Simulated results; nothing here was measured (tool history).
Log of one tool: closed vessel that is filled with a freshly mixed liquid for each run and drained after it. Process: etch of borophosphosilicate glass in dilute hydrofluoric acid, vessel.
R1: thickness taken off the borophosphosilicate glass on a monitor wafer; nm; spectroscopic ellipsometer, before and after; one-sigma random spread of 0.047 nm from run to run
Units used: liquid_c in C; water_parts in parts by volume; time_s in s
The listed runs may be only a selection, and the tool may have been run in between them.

run 1 day=0.000 | liquid_c=23.0 water_parts=250 time_s=65 | R1=6.5571
run 2 day=0.238 | liquid_c=23.0 water_parts=190 time_s=65 | R1=9.2572
run 3 day=0.512 | liquid_c=23.0 water_parts=275 time_s=65 | R1=5.7892
run 4 day=0.875 | liquid_c=23.0 water_parts=275 time_s=50 | R1=4.4857
run 5 day=1.217 | liquid_c=25.0 water_parts=260 time_s=50 | R1=5.1337
run 6 day=1.500 | liquid_c=25.0 water_parts=240 time_s=50 | R1=5.7154
run 7 day=1.671 | liquid_c=25.0 water_parts=225 time_s=50 | R1=6.1990

Run 8 comes next. What will it give?
run 8 day=1.704 | liquid_c=24.5 water_parts=215 time_s=50 | R1=?

R1: 6.4531 nm
